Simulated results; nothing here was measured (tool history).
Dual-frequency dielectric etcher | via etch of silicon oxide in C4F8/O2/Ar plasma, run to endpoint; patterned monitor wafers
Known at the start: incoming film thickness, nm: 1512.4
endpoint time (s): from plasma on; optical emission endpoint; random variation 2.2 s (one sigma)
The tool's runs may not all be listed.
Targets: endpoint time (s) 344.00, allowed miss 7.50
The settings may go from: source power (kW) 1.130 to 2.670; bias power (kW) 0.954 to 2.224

run  hour  source power (kW)  bias power (kW)  endpoint time (s)
  1   0.0              1.900            1.589             285.01
  2   2.6              2.080            1.589             271.91
  3   8.0              1.830            1.589             289.00
  4  10.7              1.830            1.849             275.75
  5  13.8              1.830            1.739             283.07
  6  19.6              1.830            1.539             293.74
  7  23.2              1.740            1.524             301.02
  8  32.2              1.660            1.511             311.61
  9  38.9              1.660            1.511             314.90
 10  46.3              1.280            1.417             366.38
 11  53.7              1.310            1.420             359.21
 12  59.2              1.500            1.455             331.07
 13  60.6              1.480            1.452             336.67
 14  62.6              1.470            1.451             337.36

4 next moves are on the table. One of them brings every result within its allowed miss. Which?
  A  64.6              1.510            1.513                  ?
  B  64.6              1.520            1.505                  ?
  C  64.6              1.540            1.218                  ?
  D  64.6              1.520            1.502                  ?

move  endpoint time (s)
   A             329.02
   B             328.33
   C             345.74
   D             328.52
A: further off than the last run
B: further off than the last run
C: meets every target
D: further off than the last run
The right move is C.
